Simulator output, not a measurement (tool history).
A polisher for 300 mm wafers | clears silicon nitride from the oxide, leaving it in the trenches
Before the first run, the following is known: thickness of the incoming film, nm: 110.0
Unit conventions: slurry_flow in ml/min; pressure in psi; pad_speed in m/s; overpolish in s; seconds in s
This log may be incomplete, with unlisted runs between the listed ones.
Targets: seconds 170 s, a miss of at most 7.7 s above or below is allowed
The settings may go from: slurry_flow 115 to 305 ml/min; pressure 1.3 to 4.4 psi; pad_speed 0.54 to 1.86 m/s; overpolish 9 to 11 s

run,hour,slurry_flow,pressure,pad_speed,overpolish,seconds
1,0,195,2.8,1.18,11,119.04
2,2.6,195,2.5,1.18,11,130.07
3,3.7,195,2.3,1.18,11,143.36
4,8.1,195,2.7,1.18,11,121.76
5,10.1,195,2.5,1.18,11,130.97
6,10.8,175,2.5,1.18,11,134.26
7,16.1,175,2.3,1.18,11,142.59
8,18.9,175,2.2,1.18,11,150.41

4 next moves are on the table. One of them brings every result within its allowed miss. Which?
A,21.7,180,2.6,1,11,?
B,21.7,170,1.7,1.44,11,?
C,21.7,145,2.4,1,10,?
D,21.7,155,1.9,1.12,9,?

move,seconds
A,149.04
B,158.81
C,167.39
D,185.36
A: the biggest miss grows against the last run
B: nearer the targets than the last run, but a result is still out of spec
C: all results land within tolerance of their targets
D: moves the result that the last run missed by most past its target, out the other side
So the answer is move C, the one that meets all the targets.
